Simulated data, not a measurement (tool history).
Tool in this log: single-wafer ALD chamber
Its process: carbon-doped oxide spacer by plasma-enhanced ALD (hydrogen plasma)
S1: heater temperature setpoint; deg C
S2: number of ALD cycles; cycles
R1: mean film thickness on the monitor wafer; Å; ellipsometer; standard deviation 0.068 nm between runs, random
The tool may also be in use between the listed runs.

run 1 hour=0 | S1=375 S2=650 | R1=314.85
run 2 hour=4.9 | S1=375 S2=599 | R1=289.95
run 3 hour=9.2 | S1=375 S2=559 | R1=270.92
run 4 hour=15.5 | S1=375 S2=540 | R1=262.23
run 5 hour=24.2 | S1=375 S2=527 | R1=255.21
run 6 hour=28.8 | S1=375 S2=587 | R1=284.42
run 7 hour=37.6 | S1=375 S2=485 | R1=236.07

For run 8, what comes out?
run 8 hour=45.3 | S1=375 S2=491 | R1=?

R1: 238.09 Å

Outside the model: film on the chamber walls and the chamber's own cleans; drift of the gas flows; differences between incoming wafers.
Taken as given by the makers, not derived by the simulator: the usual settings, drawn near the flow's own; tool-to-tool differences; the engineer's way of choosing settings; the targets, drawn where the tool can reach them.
